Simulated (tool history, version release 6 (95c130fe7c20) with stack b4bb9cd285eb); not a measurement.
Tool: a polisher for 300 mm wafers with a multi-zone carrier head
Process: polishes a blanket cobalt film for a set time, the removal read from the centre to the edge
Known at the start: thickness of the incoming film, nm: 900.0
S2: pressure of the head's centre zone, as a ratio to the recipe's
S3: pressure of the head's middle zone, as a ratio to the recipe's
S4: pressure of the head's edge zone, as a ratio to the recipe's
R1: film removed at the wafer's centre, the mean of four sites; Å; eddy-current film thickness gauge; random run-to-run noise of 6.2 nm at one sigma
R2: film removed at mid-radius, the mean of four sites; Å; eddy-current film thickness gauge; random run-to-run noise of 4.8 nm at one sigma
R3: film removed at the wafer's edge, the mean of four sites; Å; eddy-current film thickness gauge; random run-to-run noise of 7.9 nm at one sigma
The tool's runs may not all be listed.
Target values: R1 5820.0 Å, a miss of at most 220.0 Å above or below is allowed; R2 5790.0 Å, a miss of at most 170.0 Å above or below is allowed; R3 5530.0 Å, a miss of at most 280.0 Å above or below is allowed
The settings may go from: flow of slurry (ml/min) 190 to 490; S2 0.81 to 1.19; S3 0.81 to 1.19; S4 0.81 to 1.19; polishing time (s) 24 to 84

run 1 hour=0.0 | flow_of_slurry_(ml/min)=315 S2=1.00 S3=1.00 S4=1.00 polishing_time_(s)=54 | R1=3587.7 R2=3689.5 R3=3575.7
run 2 hour=2.2 | flow_of_slurry_(ml/min)=315 S2=1.04 S3=1.00 S4=1.00 polishing_time_(s)=54 | R1=3765.3 R2=3588.4 R3=3545.4
run 3 hour=3.2 | flow_of_slurry_(ml/min)=320 S2=1.05 S3=1.02 S4=1.02 polishing_time_(s)=58 | R1=4124.8 R2=4005.0 R3=3952.1
run 4 hour=5.8 | flow_of_slurry_(ml/min)=320 S2=1.05 S3=1.07 S4=1.02 polishing_time_(s)=58 | R1=4010.2 R2=4096.8 R3=3961.4
run 5 hour=14.1 | flow_of_slurry_(ml/min)=330 S2=1.07 S3=1.09 S4=1.02 polishing_time_(s)=61 | R1=4537.7 R2=4471.7 R3=4128.8
run 6 hour=18.8 | flow_of_slurry_(ml/min)=335 S2=1.08 S3=1.10 S4=1.04 polishing_time_(s)=63 | R1=4616.9 R2=4649.4 R3=4342.9
-- hour=26.6 slurry nozzle cleaned
run 7 hour=26.6 | flow_of_slurry_(ml/min)=335 S2=1.09 S3=1.11 S4=1.06 polishing_time_(s)=65 | R1=5174.4 R2=5113.2 R3=4658.4
run 8 hour=28.6 | flow_of_slurry_(ml/min)=330 S2=1.08 S3=1.10 S4=1.08 polishing_time_(s)=66 | R1=5135.4 R2=5206.5 R3=4813.7

Next run, 5 choices. One meets every target within its allowed miss, the rest don't. Which?
run A hour=30.6 | flow_of_slurry_(ml/min)=340 S2=0.92 S3=0.98 S4=1.18 polishing_time_(s)=80 | R1=? R2=? R3=?
run B hour=30.6 | flow_of_slurry_(ml/min)=350 S2=1.05 S3=0.94 S4=1.09 polishing_time_(s)=75 | R1=? R2=? R3=?
run C hour=30.6 | flow_of_slurry_(ml/min)=295 S2=0.98 S3=1.02 S4=1.14 polishing_time_(s)=75 | R1=? R2=? R3=?
run D hour=30.6 | flow_of_slurry_(ml/min)=230 S2=1.07 S3=1.08 S4=1.10 polishing_time_(s)=78 | R1=? R2=? R3=?
run E hour=30.6 | flow_of_slurry_(ml/min)=320 S2=1.01 S3=1.00 S4=1.14 polishing_time_(s)=76 | R1=? R2=? R3=?

move=A R1=5266.8 R2=5817.1 R3=5964.8
move=B R1=5656.2 R2=5298.2 R3=5446.8
move=C R1=5180.7 R2=5538.3 R3=5458.6
move=D R1=5683.6 R2=5824.4 R3=5467.5
move=E R1=5462.3 R2=5575.5 R3=5568.8
A: corrects the largest miss of the last run, while another result sits out of spec
B: nearer the targets than the last run, but a result is still out of spec
C: nearer the targets than the last run, but a result is still out of spec
D: every result within its allowed miss
E: nearer the targets than the last run, but a result is still out of spec
D meets every target.
